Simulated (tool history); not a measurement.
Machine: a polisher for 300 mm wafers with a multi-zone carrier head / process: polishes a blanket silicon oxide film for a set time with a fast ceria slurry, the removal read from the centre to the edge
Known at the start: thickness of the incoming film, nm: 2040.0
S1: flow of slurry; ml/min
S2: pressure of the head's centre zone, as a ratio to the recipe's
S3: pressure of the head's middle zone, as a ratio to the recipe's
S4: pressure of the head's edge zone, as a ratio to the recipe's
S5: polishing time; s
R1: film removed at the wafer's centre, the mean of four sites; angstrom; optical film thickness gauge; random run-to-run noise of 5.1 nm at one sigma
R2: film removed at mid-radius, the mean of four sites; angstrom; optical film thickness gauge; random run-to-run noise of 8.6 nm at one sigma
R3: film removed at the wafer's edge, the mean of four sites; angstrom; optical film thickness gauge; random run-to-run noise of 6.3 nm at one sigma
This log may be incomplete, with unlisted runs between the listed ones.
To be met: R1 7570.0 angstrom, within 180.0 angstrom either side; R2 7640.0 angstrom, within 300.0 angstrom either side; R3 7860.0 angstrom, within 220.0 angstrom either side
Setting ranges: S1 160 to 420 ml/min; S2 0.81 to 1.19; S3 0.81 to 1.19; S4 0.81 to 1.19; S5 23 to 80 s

run 1 hour=0.0 | S1=270 S2=1.00 S3=1.00 S4=1.00 S5=51 | R1=5104.4 R2=5212.6 R3=5239.6
run 2 hour=6.5 | S1=270 S2=1.00 S3=1.00 S4=0.92 S5=51 | R1=5196.7 R2=5107.3 R3=5071.3
run 3 hour=14.4 | S1=275 S2=1.02 S3=1.00 S4=0.97 S5=55 | R1=5699.7 R2=5559.5 R3=5557.1
run 4 hour=17.4 | S1=275 S2=1.02 S3=1.00 S4=1.01 S5=59 | R1=6046.6 R2=6041.3 R3=6022.3
run 5 hour=26.3 | S1=275 S2=1.02 S3=1.00 S4=1.01 S5=54 | R1=5633.8 R2=5451.6 R3=5616.5
run 6 hour=33.6 | S1=315 S2=1.02 S3=1.00 S4=1.01 S5=54 | R1=5673.8 R2=5496.7 R3=5531.6
run 7 hour=41.6 | S1=290 S2=1.03 S3=1.01 S4=1.04 S5=58 | R1=6102.7 R2=6000.4 R3=6021.2
run 8 hour=46.8 | S1=290 S2=1.03 S3=1.01 S4=1.04 S5=58 | R1=6037.3 R2=5984.1 R3=6002.1
run 9 hour=55.1 | S1=270 S2=1.04 S3=1.01 S4=1.06 S5=61 | R1=6387.4 R2=6212.6 R3=6552.5
run 10 hour=63.9 | S1=260 S2=1.06 S3=1.04 S4=1.08 S5=63 | R1=6696.6 R2=6608.4 R3=6670.8

Exactly one of the 4 candidate moves below puts every result within its allowed miss. Which one?
run A hour=72.7 | S1=320 S2=1.14 S3=0.98 S4=1.05 S5=67 | R1=? R2=? R3=?
run B hour=72.7 | S1=230 S2=1.03 S3=1.04 S4=1.09 S5=74 | R1=? R2=? R3=?
run C hour=72.7 | S1=160 S2=0.85 S3=1.14 S4=1.19 S5=78 | R1=? R2=? R3=?
run D hour=72.7 | S1=250 S2=0.84 S3=1.15 S4=1.11 S5=68 | R1=? R2=? R3=?

move=A R1=7807.1 R2=6774.8 R3=7063.0
move=B R1=7465.8 R2=7531.9 R3=7701.1
move=C R1=6043.1 R2=7988.6 R3=8062.6
move=D R1=5678.8 R2=7575.9 R3=7190.7
A: better than the last run, though not everything is in spec
B: all results in spec
C: meets the target for the result that was furthest off, but another lies outside its allowed miss
D: misses by more than the last run did
B meets every target.
